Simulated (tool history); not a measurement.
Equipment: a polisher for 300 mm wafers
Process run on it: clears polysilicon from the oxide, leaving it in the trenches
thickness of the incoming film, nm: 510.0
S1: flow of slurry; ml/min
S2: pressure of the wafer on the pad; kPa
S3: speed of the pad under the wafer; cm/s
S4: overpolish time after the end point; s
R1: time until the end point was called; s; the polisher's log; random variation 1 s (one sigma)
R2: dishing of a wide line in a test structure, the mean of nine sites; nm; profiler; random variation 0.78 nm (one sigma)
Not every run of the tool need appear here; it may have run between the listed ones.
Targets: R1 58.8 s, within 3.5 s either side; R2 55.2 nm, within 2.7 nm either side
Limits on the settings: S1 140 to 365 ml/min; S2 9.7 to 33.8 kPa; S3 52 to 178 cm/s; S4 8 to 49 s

run 1 hour=0 | S1=235 S2=21.4 S3=114 S4=25 | R1=23.797 R2=70.622
run 2 hour=8.6 | S1=195 S2=21.4 S3=114 S4=25 | R1=24.841 R2=71.619
run 3 hour=16.2 | S1=215 S2=20 S3=108 S4=23 | R1=27.962 R2=71.443
run 4 hour=20 | S1=215 S2=20 S3=108 S4=16 | R1=28.251 R2=69.552
run 5 hour=25.4 | S1=215 S2=22.1 S3=108 S4=16 | R1=24.174 R2=72.278
run 6 hour=28.7 | S1=230 S2=20.7 S3=106 S4=20 | R1=26.322 R2=71.813
run 7 hour=32.6 | S1=220 S2=19.3 S3=106 S4=19 | R1=28.253 R2=70.161
run 8 hour=35 | S1=225 S2=17.9 S3=102 S4=18 | R1=31.603 R2=71.879
run 9 hour=42.1 | S1=215 S2=17.2 S3=102 S4=17 | R1=32.736 R2=70.533
run 10 hour=49.6 | S1=205 S2=16.5 S3=100 S4=16 | R1=35.227 R2=69.502
run 11 hour=54.3 | S1=200 S2=15.9 S3=98 S4=15 | R1=37.713 R2=67.634
run 12 hour=55.6 | S1=140 S2=9.7 S3=84 S4=8 | R1=71.104 R2=37.829
run 13 hour=63.7 | S1=150 S2=9.7 S3=84 S4=8 | R1=69.096 R2=38.013
run 14 hour=65.9 | S1=160 S2=9.7 S3=84 S4=9 | R1=68.775 R2=41.525
run 15 hour=67 | S1=165 S2=9.7 S3=84 S4=9 | R1=66.156 R2=42.554
run 16 hour=69.8 | S1=170 S2=9.7 S3=84 S4=9 | R1=70.057 R2=40.892
run 17 hour=77.7 | S1=180 S2=9.7 S3=84 S4=9 | R1=65.51 R2=43.244

Pick the move, out of 4, that brings all results within their allowed miss; only one does.
run A hour=85.6 | S1=270 S2=12.4 S3=62 S4=22 | R1=? R2=?
run B hour=85.6 | S1=245 S2=9.7 S3=78 S4=15 | R1=? R2=?
run C hour=85.6 | S1=150 S2=10.3 S3=82 S4=12 | R1=? R2=?
run D hour=85.6 | S1=235 S2=13.8 S3=58 S4=13 | R1=? R2=?

move=A R1=60.745 R2=65.422
move=B R1=67.158 R2=55.344
move=C R1=65.846 R2=50.155
move=D R1=58.145 R2=55.369
A: pushes the last run's worst result past its target
B: puts the biggest miss on target and leaves a different result outside tolerance
C: gains on the last run, yet a result remains outside its allowed miss
D: meets every target
Answer: D
